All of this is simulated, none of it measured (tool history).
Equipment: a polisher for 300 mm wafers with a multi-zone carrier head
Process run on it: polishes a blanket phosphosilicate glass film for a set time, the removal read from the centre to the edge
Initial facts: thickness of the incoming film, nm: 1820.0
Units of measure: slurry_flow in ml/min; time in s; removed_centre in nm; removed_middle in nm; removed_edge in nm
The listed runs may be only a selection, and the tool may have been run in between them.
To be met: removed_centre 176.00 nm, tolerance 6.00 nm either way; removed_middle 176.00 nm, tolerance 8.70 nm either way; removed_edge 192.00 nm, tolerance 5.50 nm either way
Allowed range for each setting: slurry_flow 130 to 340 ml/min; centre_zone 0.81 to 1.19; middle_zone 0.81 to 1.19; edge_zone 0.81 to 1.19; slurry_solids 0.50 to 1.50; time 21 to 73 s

{"run": 1, "hour": 0.0, "slurry_flow": 220, "centre_zone": 1.0, "middle_zone": 1.0, "edge_zone": 1.0, "slurry_solids": 1.0, "time": 47, "removed_centre": 343.83, "removed_middle": 335.33, "removed_edge": 353.54}
{"run": 2, "hour": 5.8, "slurry_flow": 210, "centre_zone": 0.97, "middle_zone": 0.97, "edge_zone": 0.97, "slurry_solids": 0.85, "time": 43, "removed_centre": 285.18, "removed_middle": 281.12, "removed_edge": 297.1}
{"run": 3, "hour": 10.3, "slurry_flow": 210, "centre_zone": 0.97, "middle_zone": 0.91, "edge_zone": 0.97, "slurry_solids": 0.85, "time": 43, "removed_centre": 282.34, "removed_middle": 262.14, "removed_edge": 299.57}
{"run": 4, "hour": 13.3, "slurry_flow": 260, "centre_zone": 0.97, "middle_zone": 0.91, "edge_zone": 0.97, "slurry_solids": 0.85, "time": 43, "removed_centre": 300.11, "removed_middle": 271.53, "removed_edge": 303.42}
{"run": 5, "hour": 16.7, "slurry_flow": 260, "centre_zone": 0.97, "middle_zone": 0.91, "edge_zone": 0.97, "slurry_solids": 0.85, "time": 34, "removed_centre": 237.31, "removed_middle": 219.96, "removed_edge": 242.04}
{"run": 6, "hour": 21.2, "slurry_flow": 260, "centre_zone": 0.97, "middle_zone": 0.91, "edge_zone": 0.97, "slurry_solids": 1.0, "time": 34, "removed_centre": 247.36, "removed_middle": 227.1, "removed_edge": 255.57}
{"run": 7, "hour": 26.4, "slurry_flow": 255, "centre_zone": 0.94, "middle_zone": 0.89, "edge_zone": 0.94, "slurry_solids": 0.85, "time": 33, "removed_centre": 220.11, "removed_middle": 208.68, "removed_edge": 230.83}
{"run": 8, "hour": 29.4, "slurry_flow": 250, "centre_zone": 0.92, "middle_zone": 0.87, "edge_zone": 0.91, "slurry_solids": 0.75, "time": 33, "removed_centre": 204.19, "removed_middle": 187.65, "removed_edge": 215.5}
{"run": 9, "hour": 36.1, "slurry_flow": 240, "centre_zone": 0.9, "middle_zone": 0.88, "edge_zone": 0.88, "slurry_solids": 0.7, "time": 33, "removed_centre": 191.98, "removed_middle": 186.44, "removed_edge": 203.96}
{"run": 10, "hour": 42.6, "slurry_flow": 230, "centre_zone": 0.89, "middle_zone": 0.88, "edge_zone": 0.86, "slurry_solids": 0.7, "time": 33, "removed_centre": 188.53, "removed_middle": 188.3, "removed_edge": 200.5}
{"run": 11, "hour": 46.7, "slurry_flow": 230, "centre_zone": 0.89, "middle_zone": 0.88, "edge_zone": 0.86, "slurry_solids": 0.7, "time": 33, "removed_centre": 191.84, "removed_middle": 183.75, "removed_edge": 203.57}
{"run": 12, "hour": 49.7, "slurry_flow": 230, "centre_zone": 0.88, "middle_zone": 0.88, "edge_zone": 0.85, "slurry_solids": 0.7, "time": 33, "removed_centre": 184.69, "removed_middle": 186.43, "removed_edge": 202.81}
{"run": 13, "hour": 54.8, "slurry_flow": 225, "centre_zone": 0.88, "middle_zone": 0.87, "edge_zone": 0.84, "slurry_solids": 0.7, "time": 33, "removed_centre": 183.36, "removed_middle": 183.27, "removed_edge": 201.08}

Next run, 5 choices. One meets every target within its allowed miss, the rest don't. Which?
{"run": "A", "hour": 59.9, "slurry_flow": 215, "centre_zone": 0.88, "middle_zone": 0.9, "edge_zone": 0.88, "slurry_solids": 0.65, "time": 32, "removed_centre": "?", "removed_middle": "?", "removed_edge": "?"}
{"run": "B", "hour": 59.9, "slurry_flow": 250, "centre_zone": 0.99, "middle_zone": 0.95, "edge_zone": 0.83, "slurry_solids": 0.65, "time": 33, "removed_centre": "?", "removed_middle": "?", "removed_edge": "?"}
{"run": "C", "hour": 59.9, "slurry_flow": 250, "centre_zone": 0.87, "middle_zone": 0.85, "edge_zone": 0.84, "slurry_solids": 0.7, "time": 34, "removed_centre": "?", "removed_middle": "?", "removed_edge": "?"}
{"run": "D", "hour": 59.9, "slurry_flow": 205, "centre_zone": 0.92, "middle_zone": 0.82, "edge_zone": 0.89, "slurry_solids": 0.65, "time": 34, "removed_centre": "?", "removed_middle": "?", "removed_edge": "?"}
{"run": "E", "hour": 59.9, "slurry_flow": 185, "centre_zone": 1.02, "middle_zone": 0.96, "edge_zone": 0.83, "slurry_solids": 0.5, "time": 35, "removed_centre": "?", "removed_middle": "?", "removed_edge": "?"}

move=A removed_centre=174.35 removed_middle=174.24 removed_edge=190.60
move=B removed_centre=207.04 removed_middle=191.61 removed_edge=194.19
move=C removed_centre=192.98 removed_middle=185.76 removed_edge=207.71
move=D removed_centre=192.13 removed_middle=170.25 removed_edge=202.73
move=E removed_centre=193.08 removed_middle=175.77 removed_edge=178.53
A: hits every target within its allowed miss
B: the worst result of the last run now meets its target, but another is out of spec
C: the biggest miss grows against the last run
D: the biggest miss grows against the last run
E: carries the result that was furthest off beyond its target, to the other side
A meets every target.
